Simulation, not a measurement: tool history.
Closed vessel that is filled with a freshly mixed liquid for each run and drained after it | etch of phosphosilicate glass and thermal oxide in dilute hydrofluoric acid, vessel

run,day,temperature setpoint of the liquid (°C),parts of water to one part of 49 % hydrofluoric acid (parts by volume),time in the liquid (s),thickness taken off the phosphosilicate glass on a monitor wafer (angstrom),thickness taken off the thermal oxide on a monitor wafer (angstrom)
1,0,22,240,60,384.89,9.7546
2,0.033,18.5,240,60,340.26,8.1187
3,0.233,22,240,60,381.92,9.9275
4,0.288,22,240,75,482.58,11.655
5,0.6,22,300,75,363.8,8.3211
6,0.629,19,300,75,325.29,7.7639

Forecast run 7:
7,0.738,20,300,75,?,?

thickness taken off the phosphosilicate glass on a monitor wafer (angstrom): 337.37
thickness taken off the thermal oxide on a monitor wafer (angstrom): 7.7449
